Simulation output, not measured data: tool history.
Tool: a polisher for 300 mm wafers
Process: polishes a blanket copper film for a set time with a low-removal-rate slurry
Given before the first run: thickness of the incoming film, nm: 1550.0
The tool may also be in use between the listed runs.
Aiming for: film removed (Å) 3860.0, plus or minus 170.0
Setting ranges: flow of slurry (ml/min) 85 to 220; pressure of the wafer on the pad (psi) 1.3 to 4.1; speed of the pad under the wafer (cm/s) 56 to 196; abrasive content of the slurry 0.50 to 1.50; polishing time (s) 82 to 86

| run | hour | flow of slurry (ml/min) | pressure of the wafer on the pad (psi) | speed of the pad under the wafer (cm/s) | abrasive content of the slurry | polishing time (s) | film removed (Å) |
|---|---|---|---|---|---|---|---|
| 1 | 0.0 | 140 | 2.7 | 126 | 1.00 | 82 | 2331.9 |
| 2 | 2.6 | 140 | 2.8 | 126 | 1.00 | 82 | 2394.4 |
| 3 | 6.2 | 140 | 2.8 | 126 | 1.00 | 82 | 2383.7 |
| 4 | 14.6 | 140 | 2.9 | 126 | 1.00 | 82 | 2505.7 |
| 5 | 20.7 | 140 | 3.3 | 126 | 1.00 | 82 | 2907.9 |
| 6 | 26.7 | 140 | 3.4 | 126 | 1.00 | 82 | 2954.8 |
| 7 | 31.9 | 140 | 3.5 | 126 | 1.00 | 82 | 2946.6 |
| 8 | 39.8 | 140 | 3.6 | 128 | 1.00 | 82 | 3152.9 |
| 9 | 43.5 | 140 | 3.7 | 128 | 1.00 | 82 | 3220.0 |
| 10 | 47.1 | 145 | 3.9 | 132 | 1.00 | 82 | 3483.7 |

Which single option among these 4 for the next run brings every result within its allowed miss of target? Just one does.
| A | 50.7 | 140 | 3.6 | 132 | 1.10 | 86 | ? |
| B | 50.7 | 170 | 3.9 | 134 | 0.95 | 82 | ? |
| C | 50.7 | 130 | 3.9 | 132 | 1.05 | 84 | ? |
| D | 50.7 | 175 | 4.0 | 136 | 0.85 | 86 | ? |

| move | film removed (Å) |
|---|---|
| A | 3453.2 |
| B | 3569.1 |
| C | 3577.1 |
| D | 3805.4 |
A: lands further from the targets than the last run did
B: gains on the last run, yet a result remains outside its allowed miss
C: gains on the last run, yet a result remains outside its allowed miss
D: every result lands within tolerance
D meets every target.
